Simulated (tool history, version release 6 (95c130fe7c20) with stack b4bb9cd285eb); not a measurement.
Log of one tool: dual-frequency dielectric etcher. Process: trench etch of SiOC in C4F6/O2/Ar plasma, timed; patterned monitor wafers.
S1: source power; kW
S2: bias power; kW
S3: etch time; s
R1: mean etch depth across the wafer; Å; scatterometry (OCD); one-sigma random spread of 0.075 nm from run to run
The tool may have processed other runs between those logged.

run 1 day=0.000 | S1=0.470 S2=0.242 S3=16.0 | R1=389.02
run 2 day=0.142 | S1=0.560 S2=0.242 S3=16.0 | R1=414.06
run 3 day=0.171 | S1=0.560 S2=0.212 S3=16.0 | R1=396.51
run 4 day=0.254 | S1=0.560 S2=0.179 S3=16.0 | R1=375.72
run 5 day=0.288 | S1=0.560 S2=0.179 S3=16.5 | R1=388.25
run 6 day=0.512 | S1=0.490 S2=0.170 S3=16.5 | R1=360.30
-- day=0.700 wet clean of the chamber
run 7 day=0.700 | S1=0.440 S2=0.164 S3=16.5 | R1=326.00
run 8 day=0.921 | S1=0.410 S2=0.163 S3=16.5 | R1=317.05
run 9 day=1.208 | S1=0.380 S2=0.162 S3=16.5 | R1=307.11
run 10 day=1.417 | S1=0.360 S2=0.161 S3=16.5 | R1=301.12
run 11 day=1.783 | S1=0.340 S2=0.160 S3=16.5 | R1=293.14

Predict the results of run 12:
run 12 day=2.000 | S1=0.330 S2=0.160 S3=16.5 | R1=?

{"run 12": {"R1": 291.87}}
